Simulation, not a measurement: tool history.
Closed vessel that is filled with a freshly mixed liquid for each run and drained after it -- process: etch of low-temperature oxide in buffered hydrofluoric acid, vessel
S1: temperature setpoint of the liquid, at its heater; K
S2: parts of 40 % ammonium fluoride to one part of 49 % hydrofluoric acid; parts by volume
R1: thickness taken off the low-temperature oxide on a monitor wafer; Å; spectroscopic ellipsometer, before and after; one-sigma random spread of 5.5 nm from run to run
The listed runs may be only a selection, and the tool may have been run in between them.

run 1 hour=0 | S1=298.15 S2=12.5 time_in_the_liquid_(s)=105 | R1=5024.7
run 2 hour=1.4 | S1=298.15 S2=10 time_in_the_liquid_(s)=105 | R1=6247.7
run 3 hour=10.1 | S1=298.15 S2=11.5 time_in_the_liquid_(s)=105 | R1=5485.4
run 4 hour=11.6 | S1=301.65 S2=11.5 time_in_the_liquid_(s)=105 | R1=6588.9
run 5 hour=13 | S1=301.65 S2=11.5 time_in_the_liquid_(s)=105 | R1=6512.3
run 6 hour=18.4 | S1=301.65 S2=14.5 time_in_the_liquid_(s)=105 | R1=5235.3
run 7 hour=20.7 | S1=301.65 S2=14.5 time_in_the_liquid_(s)=105 | R1=5223.2
run 8 hour=27.7 | S1=302.65 S2=14 time_in_the_liquid_(s)=105 | R1=5707.9
run 9 hour=30.7 | S1=303.15 S2=13.5 time_in_the_liquid_(s)=105 | R1=6112.9
run 10 hour=36.9 | S1=303.65 S2=13 time_in_the_liquid_(s)=105 | R1=6467.1
run 11 hour=42.4 | S1=304.15 S2=12.5 time_in_the_liquid_(s)=105 | R1=6935.5

The next listed run, before its measurement:
run 12 hour=45.6 | S1=304.65 S2=12.5 time_in_the_liquid_(s)=105 | R1=?

{"run 12": {"R1": 6969.8}}
